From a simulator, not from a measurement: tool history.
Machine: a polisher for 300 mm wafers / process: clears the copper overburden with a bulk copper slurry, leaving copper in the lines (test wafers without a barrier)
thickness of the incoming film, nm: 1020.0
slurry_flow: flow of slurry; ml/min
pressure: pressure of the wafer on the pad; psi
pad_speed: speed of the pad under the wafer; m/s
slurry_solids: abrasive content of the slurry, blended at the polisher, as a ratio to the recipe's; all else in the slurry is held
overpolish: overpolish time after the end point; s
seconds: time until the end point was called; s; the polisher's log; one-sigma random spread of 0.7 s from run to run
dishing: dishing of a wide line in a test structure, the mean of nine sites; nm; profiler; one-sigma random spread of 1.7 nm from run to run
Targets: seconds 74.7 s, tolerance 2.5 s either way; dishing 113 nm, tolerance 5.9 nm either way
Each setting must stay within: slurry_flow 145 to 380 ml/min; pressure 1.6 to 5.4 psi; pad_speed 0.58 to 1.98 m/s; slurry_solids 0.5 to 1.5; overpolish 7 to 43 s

{"run": 1, "hour": 0.0, "slurry_flow": 245, "pressure": 3.5, "pad_speed": 1.28, "slurry_solids": 1, "overpolish": 22, "seconds": 55.521, "dishing": 133.69}
{"run": 2, "hour": 3.3, "slurry_flow": 245, "pressure": 4, "pad_speed": 1.28, "slurry_solids": 1, "overpolish": 22, "seconds": 48.302, "dishing": 140.99}
{"run": 3, "hour": 9.0, "slurry_flow": 245, "pressure": 3.5, "pad_speed": 1.28, "slurry_solids": 1, "overpolish": 21, "seconds": 55.627, "dishing": 132.8}
{"run": 4, "hour": 14.4, "slurry_flow": 245, "pressure": 3.2, "pad_speed": 1.28, "slurry_solids": 1, "overpolish": 20, "seconds": 59.632, "dishing": 119.71}
{"run": 5, "hour": 23.0, "slurry_flow": 245, "pressure": 2.5, "pad_speed": 1.28, "slurry_solids": 1, "overpolish": 20, "seconds": 77.049, "dishing": 103.17}
{"run": 6, "hour": 28.5, "slurry_flow": 245, "pressure": 2.5, "pad_speed": 1.58, "slurry_solids": 1, "overpolish": 20, "seconds": 62.302, "dishing": 112.08}
{"run": 7, "hour": 37.3, "slurry_flow": 245, "pressure": 2.5, "pad_speed": 1.58, "slurry_solids": 1, "overpolish": 20, "seconds": 62.148, "dishing": 108.41}
{"run": 8, "hour": 38.8, "slurry_flow": 245, "pressure": 2.3, "pad_speed": 1.56, "slurry_solids": 1, "overpolish": 23, "seconds": 68.651, "dishing": 109.57}
{"run": 9, "hour": 40.1, "slurry_flow": 245, "pressure": 2.2, "pad_speed": 1.56, "slurry_solids": 1, "overpolish": 24, "seconds": 70.441, "dishing": 109.18}
{"run": 10, "hour": 42.1, "slurry_flow": 240, "pressure": 2, "pad_speed": 1.54, "slurry_solids": 1, "overpolish": 29, "seconds": 78.14, "dishing": 109.89}
{"run": 11, "hour": 44.5, "slurry_flow": 245, "pressure": 2, "pad_speed": 1.54, "slurry_solids": 1, "overpolish": 29, "seconds": 77.576, "dishing": 112.87}
{"run": 12, "hour": 51.7, "slurry_flow": 250, "pressure": 2, "pad_speed": 1.54, "slurry_solids": 1, "overpolish": 28, "seconds": 77.323, "dishing": 108.97}

Pick the move, out of 5, that brings all results within their allowed miss; only one does.
{"run": "A", "hour": 58.9, "slurry_flow": 265, "pressure": 2, "pad_speed": 1.6, "slurry_solids": 0.95, "overpolish": 29, "seconds": "?", "dishing": "?"}
{"run": "B", "hour": 58.9, "slurry_flow": 175, "pressure": 2.9, "pad_speed": 1.08, "slurry_solids": 1.2, "overpolish": 35, "seconds": "?", "dishing": "?"}
{"run": "C", "hour": 58.9, "slurry_flow": 215, "pressure": 2.2, "pad_speed": 1.34, "slurry_solids": 1.1, "overpolish": 30, "seconds": "?", "dishing": "?"}
{"run": "D", "hour": 58.9, "slurry_flow": 200, "pressure": 2.3, "pad_speed": 1.48, "slurry_solids": 0.95, "overpolish": 43, "seconds": "?", "dishing": "?"}
{"run": "E", "hour": 58.9, "slurry_flow": 250, "pressure": 2, "pad_speed": 1.48, "slurry_solids": 1, "overpolish": 32, "seconds": "?", "dishing": "?"}

move=A seconds=75.506 dishing=112.37
move=B seconds=79.069 dishing=130.75
move=C seconds=82.171 dishing=113.61
move=D seconds=73.929 dishing=130.06
move=E seconds=81.356 dishing=113.19
A: every result lands within tolerance
B: misses by more than the last run did
C: misses by more than the last run did
D: brings the last run's worst result on target, with another outside its allowed miss
E: misses by more than the last run did
Move A is the one to make.

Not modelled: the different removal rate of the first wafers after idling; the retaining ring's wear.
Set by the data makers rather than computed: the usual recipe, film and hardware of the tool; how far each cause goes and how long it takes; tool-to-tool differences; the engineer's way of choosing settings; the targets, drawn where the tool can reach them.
